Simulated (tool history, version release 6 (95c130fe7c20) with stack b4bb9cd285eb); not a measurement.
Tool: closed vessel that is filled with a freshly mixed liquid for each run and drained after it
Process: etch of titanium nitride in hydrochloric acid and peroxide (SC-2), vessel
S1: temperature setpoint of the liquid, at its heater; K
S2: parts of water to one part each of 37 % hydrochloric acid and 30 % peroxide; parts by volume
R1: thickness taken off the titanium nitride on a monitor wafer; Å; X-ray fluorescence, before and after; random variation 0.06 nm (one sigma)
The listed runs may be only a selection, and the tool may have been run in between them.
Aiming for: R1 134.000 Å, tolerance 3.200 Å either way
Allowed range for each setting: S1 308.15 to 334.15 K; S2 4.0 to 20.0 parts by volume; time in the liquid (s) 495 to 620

run 1 hour=0.0 | S1=318.15 S2=11.0 time_in_the_liquid_(s)=620 | R1=90.254
run 2 hour=7.2 | S1=318.15 S2=11.0 time_in_the_liquid_(s)=620 | R1=89.569
run 3 hour=13.0 | S1=318.65 S2=11.0 time_in_the_liquid_(s)=620 | R1=93.603
run 4 hour=19.6 | S1=319.15 S2=11.0 time_in_the_liquid_(s)=620 | R1=96.400
run 5 hour=22.0 | S1=319.15 S2=11.0 time_in_the_liquid_(s)=620 | R1=96.659
run 6 hour=30.8 | S1=319.65 S2=11.0 time_in_the_liquid_(s)=620 | R1=99.695
run 7 hour=36.8 | S1=320.15 S2=11.0 time_in_the_liquid_(s)=620 | R1=103.460
run 8 hour=37.4 | S1=324.65 S2=11.0 time_in_the_liquid_(s)=620 | R1=139.710

5 next moves are on the table. One of them brings every result within its allowed miss. Which?
run A hour=38.0 | S1=327.15 S2=12.0 time_in_the_liquid_(s)=545 | R1=?
run B hour=38.0 | S1=325.15 S2=9.0 time_in_the_liquid_(s)=530 | R1=?
run C hour=38.0 | S1=328.15 S2=12.5 time_in_the_liquid_(s)=585 | R1=?
run D hour=38.0 | S1=324.65 S2=10.5 time_in_the_liquid_(s)=620 | R1=?
run E hour=38.0 | S1=329.15 S2=11.0 time_in_the_liquid_(s)=500 | R1=?

move=A R1=133.200
move=B R1=144.630
move=C R1=147.290
move=D R1=144.060
move=E R1=149.770
A: all results in spec
B: the biggest miss grows against the last run
C: the biggest miss grows against the last run
D: the biggest miss grows against the last run
E: the biggest miss grows against the last run
A meets every target.
